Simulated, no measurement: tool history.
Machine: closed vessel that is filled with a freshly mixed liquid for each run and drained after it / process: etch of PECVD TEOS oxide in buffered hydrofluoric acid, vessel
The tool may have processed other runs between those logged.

run	hour	temperature setpoint of the liquid (C)	parts of 40 % ammonium fluoride to one part of 49 % hydrofluoric acid (parts by volume)	time in the liquid (s)	thickness taken off the PECVD TEOS oxide on a monitor wafer (angstrom)
1	0	21	20.5	30	208.99
2	4.3	21	16	30	266.57
3	12	21	16	30	264.04
4	16.7	21	16	30	261.4
5	20.1	20.5	17	30	241.96
6	22.8	20	18	30	221.77
7	25.1	17	24.5	30	146.88

Run 8 is up next; what results do you expect?
8	30.5	17	25.5	30	?

thickness taken off the PECVD TEOS oxide on a monitor wafer (angstrom): 143.03

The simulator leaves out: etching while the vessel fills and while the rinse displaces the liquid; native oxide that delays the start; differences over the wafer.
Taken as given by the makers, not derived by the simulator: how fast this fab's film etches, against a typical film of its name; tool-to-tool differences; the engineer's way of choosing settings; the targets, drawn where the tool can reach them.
